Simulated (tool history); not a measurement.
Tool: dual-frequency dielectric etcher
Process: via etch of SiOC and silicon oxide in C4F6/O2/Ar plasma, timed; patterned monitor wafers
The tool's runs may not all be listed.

| run | hour | source power (kW) | bias power (kW) | etch time (s) | mean etch depth across the wafer (nm) |
|---|---|---|---|---|---|
| 1 | 0.0 | 0.420 | 0.217 | 61 | 78.423 |
| 2 | 5.0 | 0.470 | 0.228 | 61 | 82.730 |
| 3 | 7.0 | 0.500 | 0.240 | 61 | 87.000 |
| 4 | 13.0 | 0.540 | 0.240 | 61 | 88.874 |
| 5 | 22.0 | 0.540 | 0.240 | 61 | 88.920 |
| 6 | 24.4 | 0.550 | 0.247 | 61 | 90.524 |
| 7 | 26.9 | 0.560 | 0.252 | 61 | 92.132 |
| 8 | 35.5 | 0.570 | 0.255 | 61 | 92.373 |

Run 9 is up next; what results do you expect?
| 9 | 37.0 | 0.570 | 0.260 | 61 | ? |

Run 9 yielded mean etch depth across the wafer (nm) 92.652.

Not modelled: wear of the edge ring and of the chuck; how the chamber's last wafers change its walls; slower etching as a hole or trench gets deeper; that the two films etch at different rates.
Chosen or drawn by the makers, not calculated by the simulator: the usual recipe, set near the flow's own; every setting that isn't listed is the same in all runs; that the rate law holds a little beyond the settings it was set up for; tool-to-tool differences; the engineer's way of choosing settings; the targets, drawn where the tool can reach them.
